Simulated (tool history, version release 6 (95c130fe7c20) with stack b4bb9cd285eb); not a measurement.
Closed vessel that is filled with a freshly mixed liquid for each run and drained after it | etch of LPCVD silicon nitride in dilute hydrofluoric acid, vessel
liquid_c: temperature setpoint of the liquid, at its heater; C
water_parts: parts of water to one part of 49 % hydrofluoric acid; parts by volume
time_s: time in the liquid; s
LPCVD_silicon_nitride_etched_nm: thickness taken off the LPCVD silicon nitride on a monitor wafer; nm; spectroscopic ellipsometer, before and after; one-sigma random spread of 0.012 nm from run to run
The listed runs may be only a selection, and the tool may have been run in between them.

run	hour	liquid_c	water_parts	time_s	LPCVD_silicon_nitride_etched_nm
1	0	24	295	725	1.1249
2	9	24	295	520	0.81884
3	15	24	295	520	0.80855
4	24.8	24	375	520	0.64478
5	27	24	450	520	0.53539
6	33.4	25.5	405	525	0.65693
7	35.4	27	370	525	0.77456
8	39.2	28	335	525	0.92059
9	43.7	29	310	525	1.0532

Run 10 comes next. What will it give?
10	47.8	29.5	290	525	?

Run 10 produced LPCVD_silicon_nitride_etched_nm 1.1693 nm.
